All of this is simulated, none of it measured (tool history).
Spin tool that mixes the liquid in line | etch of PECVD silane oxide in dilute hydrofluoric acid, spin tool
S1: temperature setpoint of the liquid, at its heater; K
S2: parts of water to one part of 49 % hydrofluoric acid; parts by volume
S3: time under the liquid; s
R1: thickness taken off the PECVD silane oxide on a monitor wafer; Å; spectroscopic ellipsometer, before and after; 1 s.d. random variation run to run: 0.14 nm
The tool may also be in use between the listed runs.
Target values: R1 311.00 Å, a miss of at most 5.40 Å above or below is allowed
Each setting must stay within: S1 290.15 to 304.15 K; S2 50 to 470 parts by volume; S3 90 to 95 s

run	day	S1	S2	S3	R1
1	0.000	296.15	260	90	159.44
2	0.067	296.15	260	95	168.03
3	0.346	296.15	260	90	159.64
4	0.700	298.65	235	90	198.67
5	0.829	300.65	220	90	229.89
6	1.000	301.65	210	90	252.97
7	1.046	302.65	205	90	269.93
8	1.088	303.15	200	90	284.72
9	1.129	303.65	195	90	299.30
10	1.304	304.15	195	90	302.05

Consider the 5 candidate settings below. Which is the only one whose results all fall within their allowed miss of target?
A	1.479	303.65	195	90	?
B	1.479	304.15	195	95	?
C	1.479	302.65	200	95	?
D	1.479	302.15	195	95	?
E	1.479	304.15	200	95	?

move	R1
A	298.40
B	320.52
C	294.82
D	298.75
E	310.68
A: moves away from the targets compared with the last run
B: moves the result that the last run missed by most past its target, out the other side
C: moves away from the targets compared with the last run
D: moves away from the targets compared with the last run
E: every result lands within tolerance
E is the move that brings every result within its allowed miss.

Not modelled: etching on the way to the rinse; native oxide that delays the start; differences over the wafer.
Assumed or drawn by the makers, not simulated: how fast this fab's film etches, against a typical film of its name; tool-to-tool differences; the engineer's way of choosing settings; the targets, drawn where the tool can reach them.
